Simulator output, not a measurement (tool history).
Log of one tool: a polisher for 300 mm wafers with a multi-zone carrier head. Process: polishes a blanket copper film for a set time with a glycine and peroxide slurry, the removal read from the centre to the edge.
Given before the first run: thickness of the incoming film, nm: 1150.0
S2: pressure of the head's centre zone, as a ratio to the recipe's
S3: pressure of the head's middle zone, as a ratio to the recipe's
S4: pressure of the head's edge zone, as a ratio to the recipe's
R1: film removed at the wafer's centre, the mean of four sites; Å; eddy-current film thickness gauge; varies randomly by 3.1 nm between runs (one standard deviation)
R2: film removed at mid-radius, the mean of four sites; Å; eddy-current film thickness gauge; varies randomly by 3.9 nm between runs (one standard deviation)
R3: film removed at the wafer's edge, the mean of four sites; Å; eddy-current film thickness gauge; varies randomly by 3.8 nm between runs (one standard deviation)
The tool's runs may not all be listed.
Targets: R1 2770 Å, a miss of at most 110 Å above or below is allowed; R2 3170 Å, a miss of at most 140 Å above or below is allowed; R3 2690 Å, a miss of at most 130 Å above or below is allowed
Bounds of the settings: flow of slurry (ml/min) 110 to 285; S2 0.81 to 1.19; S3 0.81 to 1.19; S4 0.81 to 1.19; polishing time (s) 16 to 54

run 1 hour=0 | flow_of_slurry_(ml/min)=180 S2=1 S3=1 S4=1 polishing_time_(s)=35 | R1=1824 R2=1841.5 R3=1813.1
run 2 hour=3.8 | flow_of_slurry_(ml/min)=180 S2=1 S3=1 S4=1 polishing_time_(s)=41 | R1=2118.2 R2=2107.7 R3=2145.3
run 3 hour=4.4 | flow_of_slurry_(ml/min)=185 S2=1 S3=1.02 S4=1 polishing_time_(s)=42 | R1=2142.4 R2=2232.4 R3=2221.7
run 4 hour=5.9 | flow_of_slurry_(ml/min)=190 S2=1.02 S3=1.04 S4=1 polishing_time_(s)=43 | R1=2331.9 R2=2374.3 R3=2262.5
run 5 hour=10.2 | flow_of_slurry_(ml/min)=150 S2=1.02 S3=1.04 S4=1 polishing_time_(s)=43 | R1=2175.6 R2=2284.2 R3=2216.2
run 6 hour=12.5 | flow_of_slurry_(ml/min)=155 S2=1.02 S3=1.06 S4=1.01 polishing_time_(s)=44 | R1=2304.7 R2=2350.2 R3=2250.6
run 7 hour=13 | flow_of_slurry_(ml/min)=160 S2=1.01 S3=1.07 S4=1.01 polishing_time_(s)=45 | R1=2301.4 R2=2439.3 R3=2309.7
run 8 hour=18.4 | flow_of_slurry_(ml/min)=165 S2=1.01 S3=1.08 S4=1.01 polishing_time_(s)=46 | R1=2382.1 R2=2574.2 R3=2418.2
run 9 hour=24.3 | flow_of_slurry_(ml/min)=175 S2=1.01 S3=1.09 S4=1.01 polishing_time_(s)=46 | R1=2375 R2=2634.4 R3=2391.3
run 10 hour=31.3 | flow_of_slurry_(ml/min)=180 S2=1.01 S3=1.1 S4=1.01 polishing_time_(s)=46 | R1=2422.3 R2=2598.1 R3=2448.6
run 11 hour=32.8 | flow_of_slurry_(ml/min)=185 S2=1.01 S3=1.11 S4=1 polishing_time_(s)=47 | R1=2473.9 R2=2720.3 R3=2498.5
run 12 hour=38.9 | flow_of_slurry_(ml/min)=190 S2=1.01 S3=1.12 S4=1 polishing_time_(s)=47 | R1=2510 R2=2756.2 R3=2460.4

Which one of the following 4 next-run settings gets every result inside its allowed miss? There is exactly one.
run A hour=45 | flow_of_slurry_(ml/min)=215 S2=1.13 S3=0.96 S4=1.05 polishing_time_(s)=41 | R1=? R2=? R3=?
run B hour=45 | flow_of_slurry_(ml/min)=195 S2=1.06 S3=1.02 S4=1.02 polishing_time_(s)=47 | R1=? R2=? R3=?
run C hour=45 | flow_of_slurry_(ml/min)=220 S2=1.16 S3=0.93 S4=1.07 polishing_time_(s)=47 | R1=? R2=? R3=?
run D hour=45 | flow_of_slurry_(ml/min)=275 S2=1.01 S3=1.18 S4=0.98 polishing_time_(s)=50 | R1=? R2=? R3=?

move=A R1=2469.1 R2=2165.6 R3=2281.2
move=B R1=2625.2 R2=2565.9 R3=2548.7
move=C R1=2910.2 R2=2430 R3=2647
move=D R1=2810.4 R2=3205.9 R3=2744.7
A: lands further from the targets than the last run did
B: lands further from the targets than the last run did
C: lands further from the targets than the last run did
D: in spec on every target
Correct choice: D, which meets every target
